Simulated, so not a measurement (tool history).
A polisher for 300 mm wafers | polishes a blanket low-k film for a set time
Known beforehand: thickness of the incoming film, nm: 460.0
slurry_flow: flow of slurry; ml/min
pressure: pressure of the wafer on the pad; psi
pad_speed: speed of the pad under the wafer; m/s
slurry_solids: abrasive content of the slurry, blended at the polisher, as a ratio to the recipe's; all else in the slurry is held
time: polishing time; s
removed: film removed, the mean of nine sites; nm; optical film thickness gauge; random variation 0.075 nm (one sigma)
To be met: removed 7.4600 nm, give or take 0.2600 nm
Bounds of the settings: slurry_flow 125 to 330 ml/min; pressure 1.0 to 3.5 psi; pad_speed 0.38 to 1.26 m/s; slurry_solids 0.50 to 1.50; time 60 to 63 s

run	hour	slurry_flow	pressure	pad_speed	slurry_solids	time	removed
1	0.0	210	2.2	0.82	1.00	60	20.4510
2	1.4	260	2.2	0.82	1.00	60	20.4390
3	2.7	260	2.5	0.82	1.00	60	23.2400
4	7.8	260	2.5	0.82	1.20	60	24.7120
5	14.5	260	3.0	0.82	1.20	60	30.0640
6	18.6	280	3.0	0.82	1.20	60	30.2640
7	19.7	275	2.4	0.70	1.05	60	19.7710
8	26.4	250	1.8	0.48	0.85	60	10.3320
9	32.1	250	1.8	0.48	0.85	60	10.2300
10	34.6	250	1.6	0.48	0.85	60	9.0742
11	38.3	250	1.6	0.48	0.85	60	9.2189
12	39.2	250	1.5	0.48	0.85	60	8.8475
13	41.2	250	1.4	0.48	0.85	60	8.0445

Below are 4 possible settings for the next run. Only one of them brings all results inside the allowed miss of their targets. Which is it?
A	43.2	250	1.4	0.38	0.80	62	?
B	43.2	230	1.1	0.56	0.85	62	?
C	43.2	225	1.2	0.50	1.00	62	?
D	43.2	215	1.2	0.44	0.90	63	?

move	removed
A	6.7496
B	7.4660
C	7.9001
D	6.9176
A: moves the result that the last run missed by most past its target, out the other side
B: every result lands within tolerance
C: gains on the last run, yet a result remains outside its allowed miss
D: moves the result that the last run missed by most past its target, out the other side
B meets every target.
